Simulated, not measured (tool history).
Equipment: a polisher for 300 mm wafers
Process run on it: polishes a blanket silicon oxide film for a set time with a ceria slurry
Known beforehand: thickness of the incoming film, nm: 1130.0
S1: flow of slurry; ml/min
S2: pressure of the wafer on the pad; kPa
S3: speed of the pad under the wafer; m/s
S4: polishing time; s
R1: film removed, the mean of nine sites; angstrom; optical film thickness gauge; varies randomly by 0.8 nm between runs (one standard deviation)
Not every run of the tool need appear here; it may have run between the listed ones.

run 1 hour=0.0 | S1=230 S2=15.9 S3=0.92 S4=35 | R1=1159.10
run 2 hour=2.9 | S1=230 S2=17.9 S3=0.92 S4=35 | R1=1304.10
run 3 hour=6.7 | S1=230 S2=17.2 S3=0.92 S4=35 | R1=1259.80
run 4 hour=14.5 | S1=230 S2=16.5 S3=0.92 S4=35 | R1=1195.00
run 5 hour=19.3 | S1=230 S2=15.9 S3=0.92 S4=35 | R1=1169.50
run 6 hour=27.1 | S1=230 S2=15.9 S3=1.12 S4=35 | R1=1414.30
run 7 hour=30.5 | S1=230 S2=15.2 S3=1.12 S4=35 | R1=1340.10
run 8 hour=34.2 | S1=230 S2=14.5 S3=1.12 S4=35 | R1=1270.40
run 9 hour=39.4 | S1=230 S2=13.8 S3=1.12 S4=35 | R1=1227.80
run 10 hour=42.6 | S1=220 S2=9.7 S3=1.10 S4=35 | R1=854.82

Run 11 has not been measured yet. What should we expect?
run 11 hour=46.4 | S1=225 S2=9.7 S3=1.10 S4=35 | R1=?

Run 11 came out at R1 849.54 angstrom.
